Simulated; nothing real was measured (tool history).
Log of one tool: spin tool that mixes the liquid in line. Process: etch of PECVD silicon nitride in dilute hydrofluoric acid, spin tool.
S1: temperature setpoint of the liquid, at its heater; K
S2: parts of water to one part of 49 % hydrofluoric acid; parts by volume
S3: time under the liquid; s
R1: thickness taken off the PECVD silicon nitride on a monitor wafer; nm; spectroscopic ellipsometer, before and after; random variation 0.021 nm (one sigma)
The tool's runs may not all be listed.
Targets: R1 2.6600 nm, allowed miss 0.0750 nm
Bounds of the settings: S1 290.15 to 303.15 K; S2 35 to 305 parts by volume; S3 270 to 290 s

{"run": 1, "hour": 0.0, "S1": 295.15, "S2": 170, "S3": 270, "R1": 4.5868}
{"run": 2, "hour": 8.6, "S1": 295.15, "S2": 170, "S3": 290, "R1": 4.9931}
{"run": 3, "hour": 12.9, "S1": 293.65, "S2": 185, "S3": 290, "R1": 4.1494}
{"run": 4, "hour": 13.7, "S1": 292.65, "S2": 195, "S3": 290, "R1": 3.6624}
{"run": 5, "hour": 22.3, "S1": 294.65, "S2": 195, "S3": 290, "R1": 4.2259}
{"run": 6, "hour": 28.9, "S1": 294.65, "S2": 195, "S3": 270, "R1": 3.9265}
{"run": 7, "hour": 33.8, "S1": 293.15, "S2": 200, "S3": 270, "R1": 3.4485}
{"run": 8, "hour": 35.4, "S1": 293.15, "S2": 200, "S3": 270, "R1": 3.4802}
{"run": 9, "hour": 44.1, "S1": 292.15, "S2": 205, "S3": 270, "R1": 3.1784}
{"run": 10, "hour": 45.0, "S1": 291.65, "S2": 210, "S3": 270, "R1": 3.0155}
{"run": 11, "hour": 51.2, "S1": 291.15, "S2": 210, "S3": 270, "R1": 2.913}
{"run": 12, "hour": 59.2, "S1": 290.65, "S2": 210, "S3": 270, "R1": 2.8378}

5 next moves are on the table. One of them brings every result within its allowed miss. Which?
{"run": "A", "hour": 67.2, "S1": 290.65, "S2": 205, "S3": 270, "R1": "?"}
{"run": "B", "hour": 67.2, "S1": 293.65, "S2": 290, "S3": 275, "R1": "?"}
{"run": "C", "hour": 67.2, "S1": 290.15, "S2": 240, "S3": 275, "R1": "?"}
{"run": "D", "hour": 67.2, "S1": 291.15, "S2": 210, "S3": 270, "R1": "?"}
{"run": "E", "hour": 67.2, "S1": 292.15, "S2": 250, "S3": 275, "R1": "?"}

move=A R1=2.8775
move=B R1=2.5513
move=C R1=2.4375
move=D R1=2.9072
move=E R1=2.6741
A: further off than the last run
B: takes the result that was furthest off past its target
C: takes the result that was furthest off past its target
D: further off than the last run
E: meets every target
Move E is the one to make.
